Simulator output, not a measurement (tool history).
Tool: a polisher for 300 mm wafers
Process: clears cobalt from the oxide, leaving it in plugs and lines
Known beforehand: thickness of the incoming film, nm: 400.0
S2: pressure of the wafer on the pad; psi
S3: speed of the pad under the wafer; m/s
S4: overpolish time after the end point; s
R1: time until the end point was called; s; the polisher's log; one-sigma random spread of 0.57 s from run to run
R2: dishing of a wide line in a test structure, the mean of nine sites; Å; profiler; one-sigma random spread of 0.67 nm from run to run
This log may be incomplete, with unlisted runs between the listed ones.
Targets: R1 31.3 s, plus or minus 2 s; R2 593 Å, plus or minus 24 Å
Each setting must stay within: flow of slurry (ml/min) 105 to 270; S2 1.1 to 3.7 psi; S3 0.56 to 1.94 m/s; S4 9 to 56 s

Run 1, day 0: flow of slurry (ml/min) 175, S2 2.4 psi, S3 1.24 m/s, S4 29 s. Result: R1 49.143 s, R2 581.58 Å.
Run 2, day 0.271: flow of slurry (ml/min) 175, S2 2.4 psi, S3 0.96 m/s, S4 29 s. Result: R1 62.641 s, R2 572.12 Å.
Run 3, day 0.433: flow of slurry (ml/min) 175, S2 2.4 psi, S3 0.66 m/s, S4 29 s. Result: R1 84.399 s, R2 527.53 Å.
Run 4, day 0.717: flow of slurry (ml/min) 175, S2 2.4 psi, S3 0.56 m/s, S4 29 s. Result: R1 99.798 s, R2 515.03 Å.
Run 5, day 1.008: flow of slurry (ml/min) 215, S2 2.4 psi, S3 0.56 m/s, S4 29 s. Result: R1 95.749 s, R2 518.35 Å.
Run 6, day 1.321: flow of slurry (ml/min) 215, S2 2.8 psi, S3 0.74 m/s, S4 27 s. Result: R1 68.668 s, R2 554.4 Å.
Run 7, day 1.467: flow of slurry (ml/min) 200, S2 3 psi, S3 0.9 m/s, S4 21 s. Result: R1 55.021 s, R2 535.5 Å.
Run 8, day 1.833: flow of slurry (ml/min) 200, S2 3.2 psi, S3 1 m/s, S4 22 s. Result: R1 49.511 s, R2 554.76 Å.
Run 9, day 2.067: flow of slurry (ml/min) 200, S2 3.3 psi, S3 1.12 m/s, S4 22 s. Result: R1 45.727 s, R2 567.34 Å.
Run 10, day 2.104: flow of slurry (ml/min) 200, S2 3.4 psi, S3 1.24 m/s, S4 21 s. Result: R1 39.524 s, R2 562.73 Å.
Run 11, day 2.438: flow of slurry (ml/min) 200, S2 3.5 psi, S3 1.32 m/s, S4 23 s. Result: R1 36.647 s, R2 581.38 Å.
Run 12, day 2.654: flow of slurry (ml/min) 200, S2 3.5 psi, S3 1.32 m/s, S4 23 s. Result: R1 37.714 s, R2 588.03 Å.
Run 13, day 2.775: flow of slurry (ml/min) 200, S2 3.5 psi, S3 1.32 m/s, S4 23 s. Result: R1 37.253 s, R2 591.2 Å.
Run 14, day 3.104: flow of slurry (ml/min) 200, S2 3.6 psi, S3 1.38 m/s, S4 22 s. Result: R1 35.345 s, R2 588.35 Å.
Run 15, day 3.258: flow of slurry (ml/min) 200, S2 3.6 psi, S3 1.42 m/s, S4 21 s. Result: R1 33.796 s, R2 591.36 Å.
Run 16, day 3.392: flow of slurry (ml/min) 200, S2 3.6 psi, S3 1.44 m/s, S4 20 s. Result: R1 34.79 s, R2 575 Å.

Exercise: of the 4 proposed moves below, exactly one satisfies all targets within the stated allowed misses. Which move is it?
Run A, day 3.525: flow of slurry (ml/min) 105, S2 3.6 psi, S3 1.22 m/s, S4 20 s. Result: R1 ?, R2 ?.
Run B, day 3.525: flow of slurry (ml/min) 165, S2 3.7 psi, S3 1.36 m/s, S4 17 s. Result: R1 ?, R2 ?.
Run C, day 3.525: flow of slurry (ml/min) 195, S2 3.7 psi, S3 1.52 m/s, S4 28 s. Result: R1 ?, R2 ?.
Run D, day 3.525: flow of slurry (ml/min) 215, S2 2.7 psi, S3 1.38 m/s, S4 28 s. Result: R1 ?, R2 ?.

move      R1      R2
   A  42.637  563.48
   B  35.654   564.4
   C  31.651  588.09
   D  42.057  583.64
A: misses by more than the last run did
B: misses by more than the last run did
C: meets every target
D: misses by more than the last run did
The move that meets every target is C.

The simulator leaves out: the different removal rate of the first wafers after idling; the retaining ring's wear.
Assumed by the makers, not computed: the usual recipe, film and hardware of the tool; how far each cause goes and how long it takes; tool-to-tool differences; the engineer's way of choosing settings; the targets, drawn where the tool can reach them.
